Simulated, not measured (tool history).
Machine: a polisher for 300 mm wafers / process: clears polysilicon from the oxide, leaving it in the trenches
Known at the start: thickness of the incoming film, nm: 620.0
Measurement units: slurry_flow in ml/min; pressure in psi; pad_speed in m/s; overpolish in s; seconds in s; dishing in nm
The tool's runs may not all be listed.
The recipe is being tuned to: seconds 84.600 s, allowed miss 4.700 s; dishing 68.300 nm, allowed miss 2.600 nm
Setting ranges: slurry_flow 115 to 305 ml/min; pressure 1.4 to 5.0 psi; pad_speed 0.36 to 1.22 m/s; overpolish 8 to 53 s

run  hour  slurry_flow  pressure  pad_speed  overpolish  seconds  dishing
  1   0.0          195       3.2       0.78          27   45.403   73.502
  2   2.1          195       3.2       0.86          27   41.042   72.300
  3   5.2          185       2.8       0.84          23   48.612   71.927
  4   8.4          185       2.8       0.74          23   56.838   71.404
  5  14.3          185       2.6       0.74          21   58.733   70.345
  6  16.4          185       2.4       0.74          21   63.096   67.853
  7  22.6          170       2.4       0.70          22   68.345   68.251
  8  24.3          170       2.4       0.70          22   69.449   69.128
  9  27.1          165       2.3       0.70          23   71.620   68.768
 10  34.7          160       2.2       0.70          24   75.919   68.597

Exercise: of the 4 proposed moves below, exactly one satisfies all targets within the stated allowed misses. Which move is it?
  A  42.3          115       2.7       0.48          48        ?        ?
  B  42.3          135       1.5       0.94          27        ?        ?
  C  42.3          120       2.7       0.54          38        ?        ?
  D  42.3          165       1.6       0.72          29        ?        ?

move  seconds  dishing
   A   96.184   73.196
   B   84.020   69.771
   C   85.378   72.647
   D   97.985   68.684
A: the result that was furthest off in the last run now lies on the other side of its target
B: all results in spec
C: brings the result that was furthest off to its target, and leaves another outside
D: the result that was furthest off in the last run now lies on the other side of its target
Answer: B
